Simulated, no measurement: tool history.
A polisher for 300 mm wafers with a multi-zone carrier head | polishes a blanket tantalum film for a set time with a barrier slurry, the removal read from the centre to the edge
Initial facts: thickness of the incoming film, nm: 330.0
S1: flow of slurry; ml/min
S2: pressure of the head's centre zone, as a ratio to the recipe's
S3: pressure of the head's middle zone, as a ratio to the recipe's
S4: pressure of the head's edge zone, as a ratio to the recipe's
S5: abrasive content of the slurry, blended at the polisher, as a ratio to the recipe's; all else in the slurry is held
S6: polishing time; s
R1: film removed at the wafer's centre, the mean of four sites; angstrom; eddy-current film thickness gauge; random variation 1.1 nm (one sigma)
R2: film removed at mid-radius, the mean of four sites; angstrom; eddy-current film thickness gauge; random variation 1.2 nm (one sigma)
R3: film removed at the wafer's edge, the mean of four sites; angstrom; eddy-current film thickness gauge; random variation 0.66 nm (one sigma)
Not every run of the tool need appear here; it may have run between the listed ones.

{"run": 1, "hour": 0.0, "S1": 140, "S2": 1, "S3": 1, "S4": 1, "S5": 1, "S6": 60, "R1": 1003, "R2": 969.19, "R3": 1001.5}
{"run": 2, "hour": 5.6, "S1": 140, "S2": 1, "S3": 1, "S4": 1, "S5": 1.15, "S6": 60, "R1": 1029.1, "R2": 1011.1, "R3": 1039}
{"run": 3, "hour": 7.5, "S1": 140, "S2": 1.05, "S3": 1, "S4": 1, "S5": 1.15, "S6": 60, "R1": 1086.7, "R2": 1015.3, "R3": 1022.9}
{"run": 4, "hour": 15.0, "S1": 140, "S2": 1.11, "S3": 1, "S4": 1, "S5": 1.15, "S6": 60, "R1": 1154.9, "R2": 1016.5, "R3": 1028.5}
{"run": 5, "hour": 20.8, "S1": 145, "S2": 1.11, "S3": 1.01, "S4": 1, "S5": 1.15, "S6": 60, "R1": 1145.5, "R2": 1014.7, "R3": 1049.2}
{"run": 6, "hour": 24.9, "S1": 145, "S2": 1.11, "S3": 1.05, "S4": 1, "S5": 1.15, "S6": 60, "R1": 1154.2, "R2": 1075.5, "R3": 1046.7}

Expected results for the next run?
{"run": 7, "hour": 26.6, "S1": 150, "S2": 1.12, "S3": 1.07, "S4": 0.98, "S5": 1.15, "S6": 60, "R1": "?", "R2": "?", "R3": "?"}

Run 7 came out at R1 1163.5 angstrom, R2 1075.4 angstrom, R3 1028.4 angstrom.
